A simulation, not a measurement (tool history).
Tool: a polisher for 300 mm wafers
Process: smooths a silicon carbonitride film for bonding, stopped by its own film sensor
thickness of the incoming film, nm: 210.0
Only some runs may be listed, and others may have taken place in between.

run  hour  flow of slurry (ml/min)  pressure of the wafer on the pad (psi)  speed of the pad under the wafer (m/s)  abrasive content of the slurry  target thickness at which the film sensor stops the polish (Å)  time until the film sensor stopped the polish (s)
  1   0.0                      280                                     2.4                                    0.78                            1.00                                                            1830                                             139.40
  2   7.5                      315                                     2.4                                    0.78                            1.00                                                            1830                                             133.98
  3  12.6                      345                                     2.4                                    0.78                            1.00                                                            1830                                             136.85
  4  14.5                      345                                     2.4                                    0.78                            0.90                                                            1830                                             145.09
  5  23.6                      345                                     2.8                                    0.78                            0.90                                                            1830                                             129.79
  6  25.5                      345                                     2.6                                    0.74                            0.90                                                            1830                                             136.31
  7  30.2                      345                                     2.5                                    0.70                            0.85                                                            1830                                             150.18
  8  38.6                      345                                     2.4                                    0.66                            0.85                                                            1830                                             158.48
  9  42.2                      345                                     2.4                                    0.66                            0.85                                                            1830                                             163.59
 10  49.0                      345                                     2.3                                    0.64                            0.85                                                            1830                                             169.05
 11  51.7                      345                                     2.2                                    0.62                            0.85                                                            1830                                             176.53
 12  57.4                      345                                     2.1                                    0.60                            0.85                                                            1830                                             193.41
 13  65.8                      345                                     2.0                                    0.60                            0.85                                                            1830                                             197.10

Run 14, settings as shown, results not yet in. Your forecast:
 14  72.9                      345                                     1.9                                    0.58                            0.85                                                            1830                                                  ?

{"run 14": {"time until the film sensor stopped the polish (s)": 207.4}}

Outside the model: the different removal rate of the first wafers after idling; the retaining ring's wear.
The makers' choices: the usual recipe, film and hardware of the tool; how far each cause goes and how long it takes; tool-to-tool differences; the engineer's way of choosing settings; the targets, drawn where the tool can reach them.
